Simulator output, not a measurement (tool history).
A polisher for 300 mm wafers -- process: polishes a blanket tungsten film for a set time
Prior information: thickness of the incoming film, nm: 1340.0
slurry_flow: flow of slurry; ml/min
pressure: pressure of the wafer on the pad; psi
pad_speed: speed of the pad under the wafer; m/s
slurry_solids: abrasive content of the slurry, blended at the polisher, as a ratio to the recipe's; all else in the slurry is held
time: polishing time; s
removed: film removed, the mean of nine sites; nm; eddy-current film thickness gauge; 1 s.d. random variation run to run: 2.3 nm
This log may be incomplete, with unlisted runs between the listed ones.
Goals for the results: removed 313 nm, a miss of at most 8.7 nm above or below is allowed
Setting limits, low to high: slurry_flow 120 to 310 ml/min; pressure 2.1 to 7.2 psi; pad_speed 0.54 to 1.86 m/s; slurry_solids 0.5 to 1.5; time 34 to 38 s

run	hour	slurry_flow	pressure	pad_speed	slurry_solids	time	removed
1	0	200	4.6	1.18	1	38	270.16
2	6.1	200	4.6	1.18	0.9	38	265.74
3	11.5	200	4.7	1.18	0.9	38	268
4	13.3	200	4.8	1.18	0.9	38	266.08
5	18.1	200	4.8	1.18	0.9	38	266.77
6	24.1	200	3.8	1.18	0.9	38	227.85
# hour 30.9: head pressure recalibrated
7	30.9	200	4	1.18	0.9	38	217.13
8	35.5	200	4.1	1.18	0.9	38	223.02

5 candidate next runs follow, results not yet known. Just one meets every target within its allowed miss. Identify it.
A	40.1	195	5.1	1.54	0.75	36	?
B	40.1	190	3.6	1.24	0.8	34	?
C	40.1	180	3.6	0.98	0.85	34	?
D	40.1	195	4.3	1.32	0.9	38	?
E	40.1	275	3.3	1	1.05	38	?

move	removed
A	312.05
B	185.35
C	147.83
D	256.62
E	173.84
A: meets every target
B: the biggest miss grows against the last run
C: the biggest miss grows against the last run
D: an improvement on the last run, though not all results are within tolerance
E: the biggest miss grows against the last run
A meets every target.
